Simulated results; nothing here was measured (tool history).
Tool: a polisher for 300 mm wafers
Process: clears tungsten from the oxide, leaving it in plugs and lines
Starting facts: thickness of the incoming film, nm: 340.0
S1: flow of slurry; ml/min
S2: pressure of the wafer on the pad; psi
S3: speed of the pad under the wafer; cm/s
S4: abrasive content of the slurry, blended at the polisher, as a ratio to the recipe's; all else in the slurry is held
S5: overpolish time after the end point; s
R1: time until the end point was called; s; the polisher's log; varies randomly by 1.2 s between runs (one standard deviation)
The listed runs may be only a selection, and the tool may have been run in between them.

run  hour   S1   S2   S3   S4  S5      R1
  1   0.0  160  4.8  102  1.0   8  70.589
  2   7.3  160  4.8  102  1.0   6  71.412
  3  14.9  160  4.5  102  1.0   6  75.827
  4  21.6  160  4.3  102  1.0   6  78.702
  5  22.4  160  5.0  102  1.0   6  68.678
  6  23.7  160  5.0   92  1.0   6  73.578
  7  29.3  160  4.8   92  1.0   6  78.289

Forecast run 8:
  8  37.0  160  4.6  92  1.0   6   ?

R1: 82.366 s
